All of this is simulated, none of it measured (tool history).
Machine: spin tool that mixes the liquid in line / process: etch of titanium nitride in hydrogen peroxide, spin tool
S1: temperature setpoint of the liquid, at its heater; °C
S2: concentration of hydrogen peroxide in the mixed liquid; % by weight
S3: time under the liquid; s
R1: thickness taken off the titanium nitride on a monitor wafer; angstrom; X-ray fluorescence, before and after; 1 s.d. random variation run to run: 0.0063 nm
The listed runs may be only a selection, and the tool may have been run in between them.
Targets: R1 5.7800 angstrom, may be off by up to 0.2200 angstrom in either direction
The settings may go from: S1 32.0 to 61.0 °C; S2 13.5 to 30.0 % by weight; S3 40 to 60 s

| run | hour | S1 | S2 | S3 | R1 |
|---|---|---|---|---|---|
| 1 | 0.0 | 45.0 | 25.5 | 60 | 11.3480 |
| 2 | 5.1 | 42.0 | 25.5 | 60 | 9.1339 |
| 3 | 9.1 | 40.0 | 25.5 | 60 | 7.5824 |
| 4 | 12.0 | 39.0 | 25.5 | 60 | 7.0637 |
| 5 | 13.3 | 34.5 | 25.5 | 60 | 4.9572 |
| 6 | 21.9 | 39.5 | 25.5 | 60 | 7.3404 |
| 7 | 23.9 | 38.5 | 25.5 | 60 | 6.7248 |
| 8 | 26.1 | 38.0 | 25.5 | 60 | 6.6496 |
| 9 | 34.9 | 37.5 | 25.5 | 60 | 6.3483 |
| 10 | 41.9 | 37.0 | 25.5 | 60 | 6.0494 |

Exactly one of the 4 candidate moves below puts every result within its allowed miss. Which one?
| A | 48.9 | 36.5 | 25.0 | 60 | ? |
| B | 48.9 | 37.5 | 25.5 | 60 | ? |
| C | 48.9 | 38.0 | 27.5 | 60 | ? |
| D | 48.9 | 38.0 | 24.5 | 60 | ? |

| move | R1 |
|---|---|
| A | 5.7743 |
| B | 6.2724 |
| C | 6.6309 |
| D | 6.4653 |
A: each result inside its tolerance
B: misses by more than the last run did
C: misses by more than the last run did
D: misses by more than the last run did
Go with A: it meets all targets.
